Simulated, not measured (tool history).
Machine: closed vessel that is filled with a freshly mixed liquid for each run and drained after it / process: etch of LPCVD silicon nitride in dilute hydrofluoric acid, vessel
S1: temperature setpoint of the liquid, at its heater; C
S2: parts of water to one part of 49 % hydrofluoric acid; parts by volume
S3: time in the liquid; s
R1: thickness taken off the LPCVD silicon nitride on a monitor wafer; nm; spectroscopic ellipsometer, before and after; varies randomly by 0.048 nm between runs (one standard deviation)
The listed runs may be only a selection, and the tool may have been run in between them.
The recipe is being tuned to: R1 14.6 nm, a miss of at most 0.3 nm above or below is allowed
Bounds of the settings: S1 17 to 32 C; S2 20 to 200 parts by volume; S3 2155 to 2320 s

| run | day | S1 | S2 | S3 | R1 |
|---|---|---|---|---|---|
| 1 | 0 | 24 | 110 | 2155 | 12.619 |
| 2 | 0.154 | 24 | 110 | 2320 | 13.644 |
| 3 | 0.225 | 24.5 | 110 | 2320 | 14.123 |
| 4 | 0.429 | 24.5 | 140 | 2320 | 11.192 |
| 5 | 0.567 | 24.5 | 100 | 2320 | 15.576 |
| 6 | 0.746 | 27 | 100 | 2320 | 18.282 |
| 7 | 1.079 | 26.5 | 100 | 2320 | 17.637 |
| 8 | 1.329 | 23 | 100 | 2320 | 14.029 |

4 candidate next runs follow, results not yet known. Just one meets every target within its allowed miss. Identify it.
| A | 1.579 | 27.5 | 130 | 2205 | ? |
| B | 1.579 | 24 | 100 | 2160 | ? |
| C | 1.579 | 25 | 120 | 2285 | ? |
| D | 1.579 | 32 | 165 | 2270 | ? |

| move | R1 |
|---|---|
| A | 13.806 |
| B | 14.005 |
| C | 13.205 |
| D | 14.718 |
A: its largest miss is bigger than the last run's
B: neither nearer nor further off than the last run
C: its largest miss is bigger than the last run's
D: hits every target within its allowed miss
D is the move that brings every result within its allowed miss.
